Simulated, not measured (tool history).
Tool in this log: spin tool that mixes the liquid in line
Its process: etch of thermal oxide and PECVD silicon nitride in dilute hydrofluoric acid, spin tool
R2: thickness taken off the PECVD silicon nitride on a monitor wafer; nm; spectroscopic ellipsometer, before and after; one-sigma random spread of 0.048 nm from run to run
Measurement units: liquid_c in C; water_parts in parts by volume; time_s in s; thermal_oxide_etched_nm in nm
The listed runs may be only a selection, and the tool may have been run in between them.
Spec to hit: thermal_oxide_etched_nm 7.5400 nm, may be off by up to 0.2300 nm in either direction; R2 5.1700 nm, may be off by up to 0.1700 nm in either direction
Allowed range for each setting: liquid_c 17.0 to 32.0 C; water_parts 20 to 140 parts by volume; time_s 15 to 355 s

{"run": 1, "hour": 0.0, "liquid_c": 24.0, "water_parts": 75, "time_s": 180, "thermal_oxide_etched_nm": 11.814, "R2": 7.9445}
{"run": 2, "hour": 6.6, "liquid_c": 24.0, "water_parts": 95, "time_s": 180, "thermal_oxide_etched_nm": 9.1426, "R2": 6.4365}
{"run": 3, "hour": 14.9, "liquid_c": 24.0, "water_parts": 80, "time_s": 180, "thermal_oxide_etched_nm": 10.938, "R2": 7.6541}
{"run": 4, "hour": 17.6, "liquid_c": 24.0, "water_parts": 50, "time_s": 180, "thermal_oxide_etched_nm": 18.363, "R2": 11.824}
{"run": 5, "hour": 18.4, "liquid_c": 24.0, "water_parts": 60, "time_s": 180, "thermal_oxide_etched_nm": 15.248, "R2": 10.132}
{"run": 6, "hour": 23.3, "liquid_c": 23.5, "water_parts": 70, "time_s": 185, "thermal_oxide_etched_nm": 12.593, "R2": 8.5941}
{"run": 7, "hour": 27.5, "liquid_c": 22.0, "water_parts": 70, "time_s": 190, "thermal_oxide_etched_nm": 12.264, "R2": 7.9812}
{"run": 8, "hour": 32.1, "liquid_c": 21.5, "water_parts": 80, "time_s": 195, "thermal_oxide_etched_nm": 10.756, "R2": 6.9982}
{"run": 9, "hour": 38.3, "liquid_c": 21.5, "water_parts": 85, "time_s": 200, "thermal_oxide_etched_nm": 10.212, "R2": 6.726}
{"run": 10, "hour": 44.9, "liquid_c": 21.5, "water_parts": 90, "time_s": 205, "thermal_oxide_etched_nm": 9.9572, "R2": 6.6676}
{"run": 11, "hour": 48.5, "liquid_c": 20.5, "water_parts": 115, "time_s": 220, "thermal_oxide_etched_nm": 7.8672, "R2": 5.0757}

Below are 4 possible settings for the next run. Only one of them brings all results inside the allowed miss of their targets. Which is it?
{"run": "A", "hour": 52.1, "liquid_c": 19.0, "water_parts": 135, "time_s": 270, "thermal_oxide_etched_nm": "?", "R2": "?"}
{"run": "B", "hour": 52.1, "liquid_c": 20.5, "water_parts": 110, "time_s": 225, "thermal_oxide_etched_nm": "?", "R2": "?"}
{"run": "C", "hour": 52.1, "liquid_c": 21.5, "water_parts": 115, "time_s": 205, "thermal_oxide_etched_nm": "?", "R2": "?"}
{"run": "D", "hour": 52.1, "liquid_c": 21.0, "water_parts": 115, "time_s": 200, "thermal_oxide_etched_nm": "?", "R2": "?"}

move=A thermal_oxide_etched_nm=7.4439 R2=4.8826
move=B thermal_oxide_etched_nm=8.3111 R2=5.4980
move=C thermal_oxide_etched_nm=7.4993 R2=5.1294
move=D thermal_oxide_etched_nm=7.1708 R2=4.8395
A: the furthest-off result lands on target, but another misses its tolerance
B: further off than the last run
C: hits every target within its allowed miss
D: takes the biggest miss from the last run beyond its target
So the answer is move C, the one that meets all the targets.

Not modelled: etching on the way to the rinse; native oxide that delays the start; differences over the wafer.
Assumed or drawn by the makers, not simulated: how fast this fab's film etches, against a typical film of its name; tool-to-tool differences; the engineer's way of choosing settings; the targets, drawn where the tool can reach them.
